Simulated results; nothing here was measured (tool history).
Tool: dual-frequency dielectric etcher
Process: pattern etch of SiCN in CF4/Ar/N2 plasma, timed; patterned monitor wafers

| run | hour | source power (W) | bias power (W) | Ar flow (sccm) | CF4 flow (sccm) | etch time (s) | mean etch depth across the wafer (nm) |
|---|---|---|---|---|---|---|---|
| 1 | 0.0 | 430 | 52 | 112 | 51 | 100.5 | 66.731 |
| 2 | 4.5 | 480 | 52 | 112 | 51 | 100.5 | 75.988 |
| 3 | 9.2 | 450 | 52 | 112 | 51 | 100.5 | 70.702 |
| 4 | 15.2 | 430 | 52 | 112 | 51 | 100.5 | 67.193 |
| 5 | 17.8 | 410 | 52 | 112 | 51 | 100.5 | 64.091 |
| 6 | 25.2 | 330 | 52 | 112 | 51 | 100.5 | 50.426 |
| 7 | 34.0 | 350 | 52 | 112 | 51 | 100.5 | 54.266 |
| 8 | 36.8 | 360 | 52 | 112 | 51 | 100.5 | 55.547 |

What does the tool deliver on the next run?
| 9 | 38.7 | 370 | 52 | 112 | 51 | 100.5 | ? |

Run 9 yielded mean etch depth across the wafer (nm) 57.452.
